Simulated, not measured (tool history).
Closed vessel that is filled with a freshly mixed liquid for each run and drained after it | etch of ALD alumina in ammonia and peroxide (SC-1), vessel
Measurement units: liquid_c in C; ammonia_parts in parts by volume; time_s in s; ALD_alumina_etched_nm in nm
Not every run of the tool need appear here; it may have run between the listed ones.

run,hour,liquid_c,ammonia_parts,time_s,ALD_alumina_etched_nm
1,0,47,0.5,715,24.264
2,8.9,50.5,0.5,715,29.459
3,15.7,49,0.5,715,27.36
4,24.6,42,0.5,715,18.324
5,33.1,46.5,0.5,715,23.767
6,39.1,46,0.5,715,23.022
7,45.1,45.5,0.5,715,22.189
8,45.7,45,0.5,715,21.633
9,49.2,44.5,0.5,715,21.069

Estimate the outcome of run 10 from the log above:
10,51,44,0.5,715,?

ALD_alumina_etched_nm: 20.571 nm
